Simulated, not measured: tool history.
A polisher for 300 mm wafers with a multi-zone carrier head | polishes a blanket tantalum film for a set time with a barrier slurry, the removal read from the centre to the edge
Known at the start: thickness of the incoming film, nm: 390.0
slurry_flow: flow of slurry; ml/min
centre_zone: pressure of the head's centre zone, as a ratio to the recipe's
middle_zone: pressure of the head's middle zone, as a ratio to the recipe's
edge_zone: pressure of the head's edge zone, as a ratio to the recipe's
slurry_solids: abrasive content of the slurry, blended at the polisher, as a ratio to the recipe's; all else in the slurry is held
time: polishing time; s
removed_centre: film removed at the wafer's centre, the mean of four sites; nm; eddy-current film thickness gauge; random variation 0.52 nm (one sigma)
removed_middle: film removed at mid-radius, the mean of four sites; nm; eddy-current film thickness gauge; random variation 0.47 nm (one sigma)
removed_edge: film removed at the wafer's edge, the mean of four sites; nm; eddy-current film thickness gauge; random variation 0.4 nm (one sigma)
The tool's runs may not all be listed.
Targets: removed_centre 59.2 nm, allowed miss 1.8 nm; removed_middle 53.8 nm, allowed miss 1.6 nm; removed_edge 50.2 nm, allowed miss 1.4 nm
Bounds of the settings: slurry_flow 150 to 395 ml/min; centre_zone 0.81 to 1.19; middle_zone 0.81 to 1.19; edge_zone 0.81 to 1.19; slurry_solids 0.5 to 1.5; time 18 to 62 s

| run | hour | slurry_flow | centre_zone | middle_zone | edge_zone | slurry_solids | time | removed_centre | removed_middle | removed_edge |
|---|---|---|---|---|---|---|---|---|---|---|
| 1 | 0 | 250 | 1 | 1 | 1 | 1 | 40 | 75.5 | 76.089 | 77.428 |
| 2 | 6.5 | 250 | 1.05 | 1 | 1 | 1 | 40 | 79.414 | 76.007 | 76.484 |
| 3 | 8.5 | 250 | 1.06 | 1 | 0.98 | 0.9 | 39 | 75.756 | 72.914 | 72.78 |
| 4 | 9.7 | 250 | 1.06 | 1 | 1.05 | 0.9 | 39 | 76.354 | 72.343 | 75.363 |
| 5 | 12.6 | 250 | 1.07 | 1 | 1.02 | 0.85 | 38 | 74.135 | 68.802 | 70.228 |
| 6 | 13.5 | 250 | 1.13 | 1 | 1.02 | 0.85 | 38 | 78.383 | 69.508 | 70.402 |
| 7 | 17.5 | 250 | 1.13 | 1 | 0.99 | 0.8 | 37 | 74.674 | 66.208 | 65.541 |
| 8 | 25.3 | 230 | 1.05 | 0.94 | 0.89 | 0.55 | 35 | 56.918 | 51.574 | 52.753 |
| 9 | 30.8 | 230 | 1.05 | 0.94 | 0.89 | 0.55 | 35 | 57.401 | 51.123 | 51.725 |
| 10 | 35 | 260 | 1.08 | 1 | 0.82 | 0.5 | 35 | 57.201 | 53.022 | 48.912 |

4 next moves are on the table. One of them brings every result within its allowed miss. Which?
| A | 39.2 | 375 | 1.14 | 1.09 | 0.81 | 0.5 | 32 | ? | ? | ? |
| B | 39.2 | 265 | 1.1 | 1.01 | 0.86 | 0.5 | 35 | ? | ? | ? |
| C | 39.2 | 335 | 1.18 | 1.1 | 0.81 | 0.5 | 33 | ? | ? | ? |
| D | 39.2 | 190 | 1.04 | 1.04 | 0.84 | 0.5 | 37 | ? | ? | ? |

| move | removed_centre | removed_middle | removed_edge |
|---|---|---|---|
| A | 58.477 | 53.533 | 45.031 |
| B | 59.424 | 53.306 | 49.299 |
| C | 61.784 | 55.071 | 46.089 |
| D | 56.389 | 55.082 | 49.804 |
A: brings the result that was furthest off to its target, and leaves another outside
B: meets every target
C: takes the result that was furthest off past its target
D: further off than the last run
The right move is B.
